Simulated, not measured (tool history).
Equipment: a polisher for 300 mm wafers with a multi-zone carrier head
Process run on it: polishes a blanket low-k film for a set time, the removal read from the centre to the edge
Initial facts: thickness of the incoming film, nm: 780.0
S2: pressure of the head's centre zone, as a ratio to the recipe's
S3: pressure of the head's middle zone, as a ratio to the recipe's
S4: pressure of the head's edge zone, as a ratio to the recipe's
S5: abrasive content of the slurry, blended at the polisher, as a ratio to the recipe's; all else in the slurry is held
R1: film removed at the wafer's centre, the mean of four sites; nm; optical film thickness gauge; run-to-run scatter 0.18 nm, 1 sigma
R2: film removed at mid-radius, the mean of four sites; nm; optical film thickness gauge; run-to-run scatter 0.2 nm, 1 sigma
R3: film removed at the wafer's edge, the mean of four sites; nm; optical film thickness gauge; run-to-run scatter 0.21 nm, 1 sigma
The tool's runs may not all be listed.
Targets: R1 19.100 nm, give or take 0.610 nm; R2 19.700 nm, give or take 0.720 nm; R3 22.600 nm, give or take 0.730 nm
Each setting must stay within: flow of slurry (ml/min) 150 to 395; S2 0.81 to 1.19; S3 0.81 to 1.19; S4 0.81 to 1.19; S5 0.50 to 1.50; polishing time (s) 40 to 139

run 1 hour=0.0 | flow_of_slurry_(ml/min)=250 S2=1.00 S3=1.00 S4=1.00 S5=1.00 polishing_time_(s)=89 | R1=38.342 R2=38.636 R3=38.086
run 2 hour=4.0 | flow_of_slurry_(ml/min)=240 S2=0.96 S3=0.96 S4=0.99 S5=0.90 polishing_time_(s)=83 | R1=32.541 R2=34.198 R3=33.831
run 3 hour=8.4 | flow_of_slurry_(ml/min)=240 S2=0.96 S3=1.04 S4=0.99 S5=0.90 polishing_time_(s)=83 | R1=32.924 R2=36.557 R3=34.179
run 4 hour=9.1 | flow_of_slurry_(ml/min)=210 S2=0.96 S3=1.04 S4=0.99 S5=0.90 polishing_time_(s)=83 | R1=32.529 R2=36.077 R3=33.411
run 5 hour=15.1 | flow_of_slurry_(ml/min)=210 S2=0.96 S3=1.04 S4=0.94 S5=0.90 polishing_time_(s)=83 | R1=32.049 R2=35.832 R3=32.254
run 6 hour=19.1 | flow_of_slurry_(ml/min)=210 S2=0.95 S3=0.99 S4=0.97 S5=0.80 polishing_time_(s)=77 | R1=28.525 R2=30.525 R3=29.708
run 7 hour=27.6 | flow_of_slurry_(ml/min)=205 S2=0.93 S3=0.95 S4=0.97 S5=0.75 polishing_time_(s)=74 | R1=26.300 R2=27.774 R3=27.476
run 8 hour=32.1 | flow_of_slurry_(ml/min)=200 S2=0.91 S3=0.92 S4=0.99 S5=0.70 polishing_time_(s)=72 | R1=24.592 R2=25.981 R3=26.560
run 9 hour=39.5 | flow_of_slurry_(ml/min)=195 S2=0.89 S3=0.89 S4=1.00 S5=0.65 polishing_time_(s)=70 | R1=22.997 R2=24.009 R3=25.894
run 10 hour=47.3 | flow_of_slurry_(ml/min)=175 S2=0.83 S3=0.81 S4=0.93 S5=0.50 polishing_time_(s)=64 | R1=18.138 R2=18.998 R3=20.712
run 11 hour=51.1 | flow_of_slurry_(ml/min)=185 S2=0.83 S3=0.81 S4=0.95 S5=0.50 polishing_time_(s)=64 | R1=18.119 R2=19.167 R3=21.095
run 12 hour=59.3 | flow_of_slurry_(ml/min)=190 S2=0.84 S3=0.81 S4=0.97 S5=0.50 polishing_time_(s)=64 | R1=18.210 R2=19.373 R3=21.442
run 13 hour=66.6 | flow_of_slurry_(ml/min)=190 S2=0.85 S3=0.81 S4=0.99 S5=0.50 polishing_time_(s)=64 | R1=18.800 R2=19.228 R3=21.274
run 14 hour=72.3 | flow_of_slurry_(ml/min)=190 S2=0.85 S3=0.81 S4=1.01 S5=0.50 polishing_time_(s)=64 | R1=18.480 R2=19.042 R3=21.666
run 15 hour=75.6 | flow_of_slurry_(ml/min)=195 S2=0.85 S3=0.81 S4=1.02 S5=0.50 polishing_time_(s)=64 | R1=18.990 R2=19.453 R3=21.772

Next run, 4 choices. One meets every target within its allowed miss, the rest don't. Which?
run A hour=78.9 | flow_of_slurry_(ml/min)=245 S2=0.85 S3=0.88 S4=1.00 S5=0.50 polishing_time_(s)=62 | R1=? R2=? R3=?
run B hour=78.9 | flow_of_slurry_(ml/min)=165 S2=0.83 S3=0.88 S4=1.00 S5=0.90 polishing_time_(s)=57 | R1=? R2=? R3=?
run C hour=78.9 | flow_of_slurry_(ml/min)=230 S2=0.96 S3=0.90 S4=0.95 S5=0.55 polishing_time_(s)=59 | R1=? R2=? R3=?
run D hour=78.9 | flow_of_slurry_(ml/min)=185 S2=0.85 S3=0.82 S4=1.06 S5=0.50 polishing_time_(s)=65 | R1=? R2=? R3=?

move=A R1=18.317 R2=20.265 R3=21.315
move=B R1=18.854 R2=21.374 R3=22.703
move=C R1=19.736 R2=20.004 R3=20.250
move=D R1=18.636 R2=19.719 R3=22.556
A: lands further from the targets than the last run did
B: gets the furthest-off result to its target, but another result is out of tolerance
C: lands further from the targets than the last run did
D: meets every target
Go with D: it meets all targets.
